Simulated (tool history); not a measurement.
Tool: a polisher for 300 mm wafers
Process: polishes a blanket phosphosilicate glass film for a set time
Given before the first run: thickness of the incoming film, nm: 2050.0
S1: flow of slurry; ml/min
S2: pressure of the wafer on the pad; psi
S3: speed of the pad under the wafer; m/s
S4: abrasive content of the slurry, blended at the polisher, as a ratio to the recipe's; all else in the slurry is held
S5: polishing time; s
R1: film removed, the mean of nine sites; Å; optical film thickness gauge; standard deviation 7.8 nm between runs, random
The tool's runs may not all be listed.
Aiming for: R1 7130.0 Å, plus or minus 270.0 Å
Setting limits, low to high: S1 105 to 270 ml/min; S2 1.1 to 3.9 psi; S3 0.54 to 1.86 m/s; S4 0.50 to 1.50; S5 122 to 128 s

run    day   S1   S2    S3    S4   S5      R1
  1  0.000  175  2.5  1.18  1.00  122  8277.2
  2  0.058  175  2.5  1.18  0.80  122  7648.3
  3  0.371  175  2.5  1.18  0.95  122  8053.7
  4  0.433  175  2.4  1.18  0.95  122  7742.5
  5  0.533  175  2.3  1.18  0.95  122  7704.0
  6  0.783  210  2.3  1.18  0.95  122  7625.2
     1.004  -- conditioning disc replaced and pad reconditioned
  7  1.004  210  2.3  1.18  0.95  122  9295.5
  8  1.217  195  2.3  1.18  0.95  122  9161.1
  9  1.258  175  2.4  1.18  0.95  122  9460.2
 10  1.367  200  2.4  1.14  0.95  122  9504.6
 11  1.550  180  2.4  1.14  0.95  122  9194.7
 12  1.912  175  2.1  1.16  0.95  122  8140.2
 13  2.279  160  2.0  1.16  0.95  122  7862.4

Which single option among these 4 for the next run brings every result within its allowed miss of target? Just one does.
  A  2.646  170  1.9  1.34  1.05  122   ?
  B  2.646  145  1.8  1.14  1.00  122   ?
  C  2.646  140  1.8  1.28  0.95  128   ?
  D  2.646  170  2.1  1.22  0.95  123   ?

move      R1
   A  8770.1
   B  7040.1
   C  7890.7
   D  8646.5
A: moves away from the targets compared with the last run
B: hits every target within its allowed miss
C: about the same distance from the targets as the last run
D: moves away from the targets compared with the last run
So the answer is move B, the one that meets all the targets.
